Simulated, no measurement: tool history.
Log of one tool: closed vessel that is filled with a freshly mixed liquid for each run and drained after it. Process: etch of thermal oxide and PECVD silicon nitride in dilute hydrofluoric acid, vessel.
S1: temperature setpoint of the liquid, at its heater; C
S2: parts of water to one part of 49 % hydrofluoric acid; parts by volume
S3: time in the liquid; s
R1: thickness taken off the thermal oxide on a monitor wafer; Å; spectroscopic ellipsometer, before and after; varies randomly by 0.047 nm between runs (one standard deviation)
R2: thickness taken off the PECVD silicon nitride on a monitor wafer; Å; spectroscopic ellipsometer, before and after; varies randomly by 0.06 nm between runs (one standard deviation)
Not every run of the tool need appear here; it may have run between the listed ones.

| run | hour | S1 | S2 | S3 | R1 | R2 |
|---|---|---|---|---|---|---|
| 1 | 0 | 23 | 105 | 120 | 53.654 | 64.8 |
| 2 | 5.2 | 19.5 | 105 | 120 | 45.968 | 50.599 |
| 3 | 12.9 | 23 | 105 | 120 | 53.067 | 65.297 |
| 4 | 20.4 | 23 | 75 | 120 | 76.387 | 89.901 |
| 5 | 21.6 | 23 | 50 | 120 | 118.14 | 132.8 |
| 6 | 29.5 | 24.5 | 70 | 125 | 92.117 | 110.46 |
| 7 | 37.8 | 26 | 80 | 125 | 84.743 | 107.03 |
| 8 | 42.2 | 27 | 85 | 125 | 82.064 | 108.18 |

For run 9, what comes out?
| 9 | 42.7 | 27.5 | 90 | 125 | ? | ? |

Run 9 yielded R1 79.232 Å, R2 105.29 Å.

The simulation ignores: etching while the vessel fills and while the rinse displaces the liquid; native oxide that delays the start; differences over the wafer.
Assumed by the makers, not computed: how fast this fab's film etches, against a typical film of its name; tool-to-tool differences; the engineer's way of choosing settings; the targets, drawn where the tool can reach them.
